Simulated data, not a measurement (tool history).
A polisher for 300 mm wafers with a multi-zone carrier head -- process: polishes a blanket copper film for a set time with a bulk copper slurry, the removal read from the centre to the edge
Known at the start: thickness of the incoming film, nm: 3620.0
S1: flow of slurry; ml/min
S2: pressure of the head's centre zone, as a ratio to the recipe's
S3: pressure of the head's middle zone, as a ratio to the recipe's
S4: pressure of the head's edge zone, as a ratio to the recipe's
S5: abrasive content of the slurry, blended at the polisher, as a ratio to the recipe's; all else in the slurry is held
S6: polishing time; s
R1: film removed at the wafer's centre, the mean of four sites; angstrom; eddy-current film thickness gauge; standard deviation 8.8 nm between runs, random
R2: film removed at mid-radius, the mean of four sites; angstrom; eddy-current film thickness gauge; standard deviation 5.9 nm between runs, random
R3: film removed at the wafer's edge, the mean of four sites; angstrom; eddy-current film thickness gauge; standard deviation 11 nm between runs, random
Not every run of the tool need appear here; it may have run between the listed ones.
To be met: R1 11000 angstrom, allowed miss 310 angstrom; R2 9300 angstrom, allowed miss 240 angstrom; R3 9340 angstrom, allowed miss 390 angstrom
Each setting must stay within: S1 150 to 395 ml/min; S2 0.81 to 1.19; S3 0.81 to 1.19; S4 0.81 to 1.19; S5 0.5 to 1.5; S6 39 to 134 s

run,day,S1,S2,S3,S4,S5,S6,R1,R2,R3
1,0,250,1,1,1,1,86,8160.2,8286.4,8319.6
2,0.283,265,1.04,1.01,1.02,1.05,86,8724.2,8446.8,8364.6
3,0.558,265,1.04,1.01,1.02,1.05,74,7426.5,7321.9,7351.8
4,0.771,265,0.98,1.01,1.02,1.05,74,6920.9,7198.3,7291.4
5,0.992,290,0.98,1.01,1.02,1.05,74,7070.5,7338.5,7243.3
6,1.062,255,0.98,1.01,1.02,1.05,74,6979.4,7236.3,7028.8
7,1.346,265,1.03,1.01,1.02,1.15,76,7751,7666.1,7578
8,1.538,275,1.06,1.01,1.04,1.25,77,8255.9,7828.4,8111.3
9,1.9,290,1.09,1.02,1.03,1.3,78,8589.4,8181.4,8053
10,2.058,290,1.11,1.01,1.03,1.35,80,9171.8,8447.5,8382.3

Consider the 5 candidate settings below. Which is the only one whose results all fall within their allowed miss of target?
A,2.217,300,1.19,1.09,1.04,1.5,87,?,?,?
B,2.217,310,1.16,0.96,0.93,1.25,74,?,?,?
C,2.217,355,1.19,0.99,1.06,1.45,82,?,?,?
D,2.217,300,1.19,1.01,0.97,1.25,94,?,?,?
E,2.217,330,1.11,0.92,0.89,0.9,104,?,?,?

move,R1,R2,R3
A,10931,10106,9510.1
B,8727.9,7440.9,7395.9
C,10398,8850.1,9102.3
D,11338,9830,9552.2
E,11005,9465.1,9541.9
A: the worst result of the last run now meets its target, but another is out of spec
B: moves away from the targets compared with the last run
C: gains on the last run, yet a result remains outside its allowed miss
D: takes the result that was furthest off past its target
E: all results land within tolerance of their targets
The right move is E.
